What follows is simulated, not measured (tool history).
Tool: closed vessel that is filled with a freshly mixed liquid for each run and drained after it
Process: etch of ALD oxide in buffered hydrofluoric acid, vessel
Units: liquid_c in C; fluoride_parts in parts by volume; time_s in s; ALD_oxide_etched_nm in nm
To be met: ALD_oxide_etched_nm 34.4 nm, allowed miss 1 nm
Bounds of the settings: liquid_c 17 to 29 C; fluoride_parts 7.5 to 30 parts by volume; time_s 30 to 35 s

{"run": 1, "hour": 0.0, "liquid_c": 21, "fluoride_parts": 21, "time_s": 35, "ALD_oxide_etched_nm": 30.709}
{"run": 2, "hour": 6.2, "liquid_c": 21.5, "fluoride_parts": 21, "time_s": 35, "ALD_oxide_etched_nm": 31}
{"run": 3, "hour": 14.8, "liquid_c": 21.5, "fluoride_parts": 21, "time_s": 35, "ALD_oxide_etched_nm": 31.329}
{"run": 4, "hour": 19.0, "liquid_c": 21.5, "fluoride_parts": 25.5, "time_s": 35, "ALD_oxide_etched_nm": 27.203}
{"run": 5, "hour": 24.6, "liquid_c": 21.5, "fluoride_parts": 23, "time_s": 35, "ALD_oxide_etched_nm": 29.395}
{"run": 6, "hour": 29.3, "liquid_c": 21.5, "fluoride_parts": 23, "time_s": 35, "ALD_oxide_etched_nm": 29.419}
{"run": 7, "hour": 34.6, "liquid_c": 22.5, "fluoride_parts": 23, "time_s": 35, "ALD_oxide_etched_nm": 31.038}
{"hour": 39.0, "done": "thermometer replaced"}
{"run": 8, "hour": 39.0, "liquid_c": 23, "fluoride_parts": 23, "time_s": 35, "ALD_oxide_etched_nm": 29.098}
{"run": 9, "hour": 39.9, "liquid_c": 23, "fluoride_parts": 21, "time_s": 35, "ALD_oxide_etched_nm": 30.674}
{"run": 10, "hour": 43.3, "liquid_c": 23, "fluoride_parts": 19.5, "time_s": 35, "ALD_oxide_etched_nm": 32.359}

Which of these 4 next moves meets every target?
{"run": "A", "hour": 46.7, "liquid_c": 22.5, "fluoride_parts": 18, "time_s": 35, "ALD_oxide_etched_nm": "?"}
{"run": "B", "hour": 46.7, "liquid_c": 23, "fluoride_parts": 21.5, "time_s": 35, "ALD_oxide_etched_nm": "?"}
{"run": "C", "hour": 46.7, "liquid_c": 21.5, "fluoride_parts": 17.5, "time_s": 30, "ALD_oxide_etched_nm": "?"}
{"run": "D", "hour": 46.7, "liquid_c": 23.5, "fluoride_parts": 22, "time_s": 35, "ALD_oxide_etched_nm": "?"}

move=A ALD_oxide_etched_nm=33.88
move=B ALD_oxide_etched_nm=29.864
move=C ALD_oxide_etched_nm=28.249
move=D ALD_oxide_etched_nm=30.215
A: meets every target
B: further off than the last run
C: further off than the last run
D: further off than the last run
The right move is A.

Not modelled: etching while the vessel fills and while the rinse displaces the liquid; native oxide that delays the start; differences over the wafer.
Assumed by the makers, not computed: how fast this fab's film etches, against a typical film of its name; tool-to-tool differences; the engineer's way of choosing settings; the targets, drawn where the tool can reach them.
